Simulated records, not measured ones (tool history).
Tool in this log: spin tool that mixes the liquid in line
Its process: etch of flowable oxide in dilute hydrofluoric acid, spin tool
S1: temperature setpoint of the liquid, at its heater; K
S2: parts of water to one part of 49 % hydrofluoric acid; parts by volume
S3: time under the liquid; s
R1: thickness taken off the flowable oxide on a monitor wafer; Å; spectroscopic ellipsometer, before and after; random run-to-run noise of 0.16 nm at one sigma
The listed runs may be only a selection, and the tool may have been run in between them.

{"run": 1, "hour": 0.0, "S1": 295.15, "S2": 80, "S3": 20, "R1": 132.46}
{"run": 2, "hour": 8.3, "S1": 293.15, "S2": 80, "S3": 20, "R1": 120.16}
{"run": 3, "hour": 13.5, "S1": 295.15, "S2": 80, "S3": 20, "R1": 132.26}
{"run": 4, "hour": 17.9, "S1": 296.65, "S2": 80, "S3": 20, "R1": 141.92}
{"run": 5, "hour": 20.0, "S1": 294.15, "S2": 80, "S3": 20, "R1": 124.54}
{"run": 6, "hour": 24.0, "S1": 294.15, "S2": 80, "S3": 20, "R1": 123.73}
{"run": 7, "hour": 32.0, "S1": 295.65, "S2": 80, "S3": 20, "R1": 137.2}
{"run": 8, "hour": 36.0, "S1": 296.65, "S2": 80, "S3": 20, "R1": 140.37}

Forecast run 9:
{"run": 9, "hour": 37.2, "S1": 297.65, "S2": 80, "S3": 20, "R1": "?"}

Run 9 measured R1 143.89 Å.
